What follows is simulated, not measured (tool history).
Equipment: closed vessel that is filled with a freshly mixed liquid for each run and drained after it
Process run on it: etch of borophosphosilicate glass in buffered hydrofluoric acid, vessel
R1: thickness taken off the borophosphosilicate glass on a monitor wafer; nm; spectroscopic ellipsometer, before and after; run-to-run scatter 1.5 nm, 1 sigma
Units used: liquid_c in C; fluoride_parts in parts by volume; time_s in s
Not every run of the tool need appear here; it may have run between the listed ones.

{"run": 1, "day": 0.0, "liquid_c": 24.0, "fluoride_parts": 20.5, "time_s": 100, "R1": 97.464}
{"run": 2, "day": 0.204, "liquid_c": 27.0, "fluoride_parts": 20.5, "time_s": 100, "R1": 115.9}
{"run": 3, "day": 0.458, "liquid_c": 27.5, "fluoride_parts": 19.5, "time_s": 100, "R1": 124.46}
{"run": 4, "day": 0.621, "liquid_c": 28.0, "fluoride_parts": 19.0, "time_s": 100, "R1": 130.47}
{"run": 5, "day": 0.717, "liquid_c": 28.5, "fluoride_parts": 18.5, "time_s": 100, "R1": 137.69}
{"run": 6, "day": 0.754, "liquid_c": 28.5, "fluoride_parts": 16.5, "time_s": 100, "R1": 152.14}

Run 7 is up next; what results do you expect?
{"run": 7, "day": 0.842, "liquid_c": 29.0, "fluoride_parts": 16.0, "time_s": 100, "R1": "?"}

Run 7 came out at R1 163.570 nm.
